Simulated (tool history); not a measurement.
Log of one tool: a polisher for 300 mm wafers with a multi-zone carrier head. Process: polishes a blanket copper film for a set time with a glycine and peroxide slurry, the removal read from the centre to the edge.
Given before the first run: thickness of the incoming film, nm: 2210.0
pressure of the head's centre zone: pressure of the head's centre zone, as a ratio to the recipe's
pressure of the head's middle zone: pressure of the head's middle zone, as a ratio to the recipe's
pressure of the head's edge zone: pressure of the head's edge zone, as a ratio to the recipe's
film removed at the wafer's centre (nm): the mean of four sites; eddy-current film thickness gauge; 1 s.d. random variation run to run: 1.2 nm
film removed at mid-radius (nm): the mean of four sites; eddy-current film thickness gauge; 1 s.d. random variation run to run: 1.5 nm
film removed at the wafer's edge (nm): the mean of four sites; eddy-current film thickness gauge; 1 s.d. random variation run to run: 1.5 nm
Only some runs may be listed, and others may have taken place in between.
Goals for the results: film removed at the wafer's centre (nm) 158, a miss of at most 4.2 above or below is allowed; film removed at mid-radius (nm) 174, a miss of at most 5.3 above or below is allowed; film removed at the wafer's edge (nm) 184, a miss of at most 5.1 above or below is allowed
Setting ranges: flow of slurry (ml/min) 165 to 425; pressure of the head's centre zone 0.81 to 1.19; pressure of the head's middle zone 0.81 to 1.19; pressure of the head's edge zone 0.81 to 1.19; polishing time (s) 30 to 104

run	hour	flow of slurry (ml/min)	pressure of the head's centre zone	pressure of the head's middle zone	pressure of the head's edge zone	polishing time (s)	film removed at the wafer's centre (nm)	film removed at mid-radius (nm)	film removed at the wafer's edge (nm)
1	0	275	1	1	1	67	221.34	219.78	204.19
2	6.7	275	1	1	1.06	67	219.1	218.95	209.8
3	9	260	0.94	0.96	1.05	65	196.42	205.3	200.56
4	14.6	245	0.9	0.92	1.04	64	186.71	197.63	197.63
5	16.4	245	0.9	0.99	1.04	64	188.18	204.35	195.15
6	18.1	245	0.9	0.99	1.04	70	203.51	220.39	210.97
7	21.2	230	0.87	0.95	1.04	67	186.58	208.61	204.5
8	25	225	0.86	0.91	1.04	64	176.1	192.19	196.91
9	30.9	215	0.85	0.89	1.03	63	170.35	186.36	188.32
10	32.4	205	0.84	0.87	1.03	63	168.49	183.14	191.07

Of the 5 settings listed for the next run, only one would bring every result within its allowed miss of target. Which one?
A	33.9	345	0.81	0.85	1.05	58	?	?	?
B	33.9	165	0.92	0.88	1.01	69	?	?	?
C	33.9	300	0.86	0.88	0.98	59	?	?	?
D	33.9	250	0.91	0.81	1.08	63	?	?	?
E	33.9	225	0.88	0.87	1.07	63	?	?	?

move	film removed at the wafer's centre (nm)	film removed at mid-radius (nm)	film removed at the wafer's edge (nm)
A	156.81	172.08	182.5
B	190.59	190.15	198.34
C	166.97	176.67	177.93
D	184.45	175.23	195.97
E	175.8	181.04	193
A: all results in spec
B: its largest miss is bigger than the last run's
C: an improvement on the last run, though not all results are within tolerance
D: its largest miss is bigger than the last run's
E: its largest miss is bigger than the last run's
Go with A: it meets all targets.

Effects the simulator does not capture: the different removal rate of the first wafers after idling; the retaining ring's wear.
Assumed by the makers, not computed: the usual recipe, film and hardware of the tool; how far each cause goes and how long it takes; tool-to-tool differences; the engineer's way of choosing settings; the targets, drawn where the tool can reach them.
